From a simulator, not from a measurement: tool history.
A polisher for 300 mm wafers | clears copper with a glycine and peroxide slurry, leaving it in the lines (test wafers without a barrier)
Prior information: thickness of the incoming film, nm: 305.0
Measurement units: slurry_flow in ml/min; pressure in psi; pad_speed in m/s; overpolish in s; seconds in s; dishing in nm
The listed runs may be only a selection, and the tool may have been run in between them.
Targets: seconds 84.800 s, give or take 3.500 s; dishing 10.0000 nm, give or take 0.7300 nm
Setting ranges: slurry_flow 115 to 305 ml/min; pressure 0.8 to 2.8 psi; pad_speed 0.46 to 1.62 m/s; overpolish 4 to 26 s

run	day	slurry_flow	pressure	pad_speed	overpolish	seconds	dishing
1	0.000	195	1.8	1.04	13	98.777	23.6850
2	0.288	170	1.7	1.16	10	94.235	19.1810
3	0.392	170	2.1	1.16	10	82.062	21.5680
4	0.750	170	2.1	1.16	6	80.508	14.8350
5	0.892	170	1.9	1.16	6	89.144	14.1920
6	1.229	215	1.8	1.16	5	88.998	12.2240
7	1.521	245	1.8	1.18	5	86.326	11.9600
# day 1.650: worn pad replaced by a new one
8	1.650	265	1.8	1.20	5	80.659	12.9510
9	1.958	280	1.6	1.26	5	83.009	12.2810
10	2.288	305	1.1	1.54	4	88.541	9.4448

Exercise: of the 5 proposed moves below, exactly one satisfies all targets within the stated allowed misses. Which move is it?
A	2.617	305	0.9	1.54	4	?	?
B	2.617	290	1.1	1.48	4	?	?
C	2.617	305	1.0	1.62	4	?	?
D	2.617	305	1.3	1.42	4	?	?
E	2.617	300	1.2	1.40	4	?	?

move	seconds	dishing
A	101.170	8.7874
B	93.080	9.4778
C	91.685	9.5868
D	86.156	10.1610
E	91.717	9.6149
A: moves away from the targets compared with the last run
B: moves away from the targets compared with the last run
C: moves away from the targets compared with the last run
D: all results in spec
E: moves away from the targets compared with the last run
Answer: D

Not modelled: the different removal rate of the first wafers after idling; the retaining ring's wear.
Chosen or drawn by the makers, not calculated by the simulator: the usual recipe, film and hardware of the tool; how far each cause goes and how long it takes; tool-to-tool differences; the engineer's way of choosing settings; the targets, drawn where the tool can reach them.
